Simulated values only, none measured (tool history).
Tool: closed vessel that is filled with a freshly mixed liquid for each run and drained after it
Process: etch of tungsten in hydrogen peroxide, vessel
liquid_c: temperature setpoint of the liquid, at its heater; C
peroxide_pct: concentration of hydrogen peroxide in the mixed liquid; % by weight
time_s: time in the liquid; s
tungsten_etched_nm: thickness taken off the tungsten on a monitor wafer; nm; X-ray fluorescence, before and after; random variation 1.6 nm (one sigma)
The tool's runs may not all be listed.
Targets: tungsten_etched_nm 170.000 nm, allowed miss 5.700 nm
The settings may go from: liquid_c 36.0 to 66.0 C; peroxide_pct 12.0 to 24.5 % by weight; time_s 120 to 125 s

run,hour,liquid_c,peroxide_pct,time_s,tungsten_etched_nm
1,0.0,52.0,16.5,120,103.170
2,2.6,53.0,16.5,120,111.010
3,4.1,50.0,16.5,120,91.371
4,11.8,46.5,16.5,120,74.443
5,16.4,46.5,19.0,120,77.839
6,23.7,48.0,19.0,120,85.766
7,24.7,49.5,19.0,120,93.694
8,26.0,50.5,19.0,120,99.618
9,30.2,51.5,19.0,120,105.810

Which of these 4 next moves meets every target?
A,34.4,40.0,17.0,120,?
B,34.4,43.0,18.0,120,?
C,34.4,41.5,24.5,120,?
D,34.4,58.0,20.0,125,?

move,tungsten_etched_nm
A,49.542
B,61.854
C,65.543
D,169.480
A: further off than the last run
B: further off than the last run
C: further off than the last run
D: meets every target
Answer: D
